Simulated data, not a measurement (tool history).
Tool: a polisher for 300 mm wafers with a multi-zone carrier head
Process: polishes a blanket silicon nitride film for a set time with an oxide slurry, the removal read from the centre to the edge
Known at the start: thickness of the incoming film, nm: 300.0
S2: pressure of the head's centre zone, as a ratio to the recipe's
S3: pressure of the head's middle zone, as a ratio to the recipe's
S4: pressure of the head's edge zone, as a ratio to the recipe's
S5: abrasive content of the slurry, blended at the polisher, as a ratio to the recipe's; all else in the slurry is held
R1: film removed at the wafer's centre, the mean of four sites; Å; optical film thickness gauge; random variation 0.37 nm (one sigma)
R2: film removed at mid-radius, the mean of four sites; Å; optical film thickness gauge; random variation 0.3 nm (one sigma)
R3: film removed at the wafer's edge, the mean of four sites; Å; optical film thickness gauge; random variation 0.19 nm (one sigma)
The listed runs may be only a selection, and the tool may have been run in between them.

run 1 hour=0.0 | flow_of_slurry_(ml/min)=240 S2=1.00 S3=1.00 S4=1.00 S5=1.00 polishing_time_(s)=61 | R1=332.09 R2=323.14 R3=320.29
run 2 hour=5.2 | flow_of_slurry_(ml/min)=235 S2=1.00 S3=0.99 S4=0.98 S5=1.00 polishing_time_(s)=61 | R1=330.02 R2=322.94 R3=316.31
run 3 hour=13.3 | flow_of_slurry_(ml/min)=235 S2=1.00 S3=0.99 S4=0.98 S5=1.00 polishing_time_(s)=46 | R1=245.43 R2=243.83 R3=241.47
run 4 hour=14.8 | flow_of_slurry_(ml/min)=235 S2=1.00 S3=0.99 S4=0.98 S5=1.00 polishing_time_(s)=35 | R1=189.05 R2=187.11 R3=183.36
run 5 hour=17.1 | flow_of_slurry_(ml/min)=240 S2=1.01 S3=1.00 S4=1.00 S5=1.05 polishing_time_(s)=36 | R1=200.50 R2=197.38 R3=194.14
run 6 hour=25.2 | flow_of_slurry_(ml/min)=240 S2=1.01 S3=1.00 S4=1.01 S5=1.10 polishing_time_(s)=37 | R1=214.19 R2=207.74 R3=203.41
-- hour=33.7 worn pad replaced by a new one
run 7 hour=33.7 | flow_of_slurry_(ml/min)=240 S2=1.01 S3=1.00 S4=1.02 S5=1.15 polishing_time_(s)=38 | R1=239.37 R2=242.15 R3=234.35
run 8 hour=35.6 | flow_of_slurry_(ml/min)=240 S2=1.02 S3=1.00 S4=1.04 S5=1.15 polishing_time_(s)=38 | R1=247.89 R2=240.34 R3=242.13
run 9 hour=41.1 | flow_of_slurry_(ml/min)=240 S2=1.03 S3=1.01 S4=1.05 S5=1.15 polishing_time_(s)=38 | R1=245.21 R2=241.49 R3=243.89
run 10 hour=47.9 | flow_of_slurry_(ml/min)=245 S2=1.05 S3=1.02 S4=1.06 S5=1.15 polishing_time_(s)=38 | R1=256.39 R2=245.89 R3=239.92

For run 11, what comes out?
run 11 hour=55.6 | flow_of_slurry_(ml/min)=245 S2=1.05 S3=1.02 S4=1.07 S5=1.15 polishing_time_(s)=38 | R1=? R2=? R3=?

Run 11 yielded R1 256.08 Å, R2 243.00 Å, R3 243.55 Å.
